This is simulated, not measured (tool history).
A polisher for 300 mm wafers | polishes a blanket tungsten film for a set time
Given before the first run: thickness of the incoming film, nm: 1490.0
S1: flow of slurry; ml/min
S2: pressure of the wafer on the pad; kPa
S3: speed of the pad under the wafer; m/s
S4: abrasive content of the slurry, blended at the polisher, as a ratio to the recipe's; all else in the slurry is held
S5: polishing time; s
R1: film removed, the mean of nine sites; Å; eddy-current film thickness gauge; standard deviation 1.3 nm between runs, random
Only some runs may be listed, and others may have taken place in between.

run,hour,S1,S2,S3,S4,S5,R1
1,0,285,25.5,1,1,46,2619.2
2,1.9,285,23.4,0.92,1,46,2208.7
3,10.5,285,21.4,0.86,1,46,1887.2
4,17.3,285,21.4,0.86,1.15,46,1918.2
5,18.7,285,21.4,1.08,1.15,46,2455
6,27.3,285,26.9,1.08,1.15,46,3073.1

For run 7, what comes out?
7,33.7,285,24.1,1,1.15,46,?

Run 7 gave R1 2509 Å.
